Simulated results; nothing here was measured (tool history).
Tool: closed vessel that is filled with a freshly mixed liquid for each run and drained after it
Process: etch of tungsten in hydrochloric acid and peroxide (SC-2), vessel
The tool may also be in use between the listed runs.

run,hour,temperature setpoint of the liquid (K),parts of water to one part each of 37 % hydrochloric acid and 30 % peroxide (parts by volume),time in the liquid (s),thickness taken off the tungsten on a monitor wafer (nm)
1,0,319.15,9,405,76.528
2,2.1,319.15,11.5,405,62.776
3,6.8,314.15,11.5,405,43.984
4,13.6,314.15,11.5,405,44.226
5,17.3,314.15,11.5,435,48.157
6,22.7,314.15,13,435,42.901
7,24.3,314.65,13,435,44.147

Expected results for the next run?
8,25.7,315.15,13,435,?

{"run 8": {"thickness taken off the tungsten on a monitor wafer (nm)": 45.58}}

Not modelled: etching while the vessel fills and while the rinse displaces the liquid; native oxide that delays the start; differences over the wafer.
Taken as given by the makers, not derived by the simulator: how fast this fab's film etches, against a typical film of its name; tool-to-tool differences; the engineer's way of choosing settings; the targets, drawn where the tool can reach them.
